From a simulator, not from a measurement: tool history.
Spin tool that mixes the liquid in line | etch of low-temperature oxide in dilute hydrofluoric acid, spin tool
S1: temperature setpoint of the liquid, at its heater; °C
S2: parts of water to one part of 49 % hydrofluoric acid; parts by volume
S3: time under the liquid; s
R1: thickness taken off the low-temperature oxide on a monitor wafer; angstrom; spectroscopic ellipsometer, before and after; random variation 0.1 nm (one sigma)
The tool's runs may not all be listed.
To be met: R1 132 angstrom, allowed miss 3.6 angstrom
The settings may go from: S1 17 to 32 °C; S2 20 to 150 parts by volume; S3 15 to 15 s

| run | hour | S1 | S2 | S3 | R1 |
|---|---|---|---|---|---|
| 1 | 0 | 24 | 85 | 15 | 37.146 |
| 2 | 4.8 | 25 | 80 | 15 | 41.273 |
| 3 | 9.7 | 25.5 | 75 | 15 | 45.475 |
| 4 | 12.1 | 26 | 70 | 15 | 50.305 |
| 5 | 21.1 | 26 | 70 | 15 | 49.836 |
| 6 | 26.6 | 26.5 | 65 | 15 | 55.125 |
|  | 33.8 | thermometer replaced |
| 7 | 33.8 | 27 | 60 | 15 | 66.183 |
| 8 | 36.8 | 31 | 35 | 15 | 140 |

Which of these 5 next moves meets every target?
| A | 39.8 | 31.5 | 40 | 15 | ? |
| B | 39.8 | 31.5 | 35 | 15 | ? |
| C | 39.8 | 32 | 40 | 15 | ? |
| D | 39.8 | 32 | 35 | 15 | ? |
| E | 39.8 | 26 | 30 | 15 | ? |

| move | R1 |
|---|---|
| A | 122.63 |
| B | 141.29 |
| C | 125.05 |
| D | 144.09 |
| E | 133.08 |
A: takes the result that was furthest off past its target
B: further off than the last run
C: takes the result that was furthest off past its target
D: further off than the last run
E: meets every target
Move E is the one to make.
